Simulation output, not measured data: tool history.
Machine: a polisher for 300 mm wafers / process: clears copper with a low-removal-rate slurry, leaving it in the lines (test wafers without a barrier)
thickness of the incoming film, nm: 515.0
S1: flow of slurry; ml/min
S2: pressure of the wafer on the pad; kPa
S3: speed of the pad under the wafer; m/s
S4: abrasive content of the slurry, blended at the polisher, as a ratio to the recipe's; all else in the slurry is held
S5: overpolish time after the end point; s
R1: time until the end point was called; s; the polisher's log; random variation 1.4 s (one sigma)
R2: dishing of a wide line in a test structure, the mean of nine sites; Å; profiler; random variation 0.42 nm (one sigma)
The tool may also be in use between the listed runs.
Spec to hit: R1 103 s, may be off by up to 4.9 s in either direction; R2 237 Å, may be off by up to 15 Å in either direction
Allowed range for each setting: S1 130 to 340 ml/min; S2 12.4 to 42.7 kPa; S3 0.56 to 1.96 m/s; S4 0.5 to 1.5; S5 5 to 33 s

run 1 day=0 | S1=220 S2=27.6 S3=1.26 S4=1 S5=17 | R1=89.631 R2=344.99
run 2 day=0.1 | S1=220 S2=27.6 S3=1.12 S4=1 S5=17 | R1=100.62 R2=318.37
run 3 day=0.358 | S1=240 S2=27.6 S3=1.12 S4=1 S5=17 | R1=102.26 R2=338.05
run 4 day=0.662 | S1=230 S2=27.6 S3=1.12 S4=1 S5=15 | R1=102.48 R2=313.32
run 5 day=0.771 | S1=230 S2=27.6 S3=1.12 S4=0.85 S5=15 | R1=105.37 R2=297.29
run 6 day=1.104 | S1=230 S2=31.7 S3=1.12 S4=0.85 S5=15 | R1=92.794 R2=328.33
run 7 day=1.404 | S1=225 S2=31 S3=1.12 S4=0.85 S5=13 | R1=92.844 R2=309.27
run 8 day=1.479 | S1=220 S2=30.3 S3=1.12 S4=0.85 S5=12 | R1=96.702 R2=294.3
run 9 day=1.692 | S1=220 S2=30.3 S3=1.12 S4=0.85 S5=12 | R1=95.851 R2=279.08

Exercise: of the 4 proposed moves below, exactly one satisfies all targets within the stated allowed misses. Which move is it?
run A day=1.904 | S1=270 S2=33.8 S3=0.92 S4=0.85 S5=18 | R1=? R2=?
run B day=1.904 | S1=185 S2=31 S3=1.08 S4=0.6 S5=9 | R1=? R2=?
run C day=1.904 | S1=180 S2=21.4 S3=1.62 S4=1.2 S5=13 | R1=? R2=?
run D day=1.904 | S1=145 S2=29 S3=1.38 S4=0.85 S5=7 | R1=? R2=?

move=A R1=103.48 R2=340.49
move=B R1=103.36 R2=239.29
move=C R1=86.844 R2=315.04
move=D R1=84.449 R2=231.56
A: its largest miss is bigger than the last run's
B: all results in spec
C: its largest miss is bigger than the last run's
D: brings the result that was furthest off to its target, and leaves another outside
The right move is B.
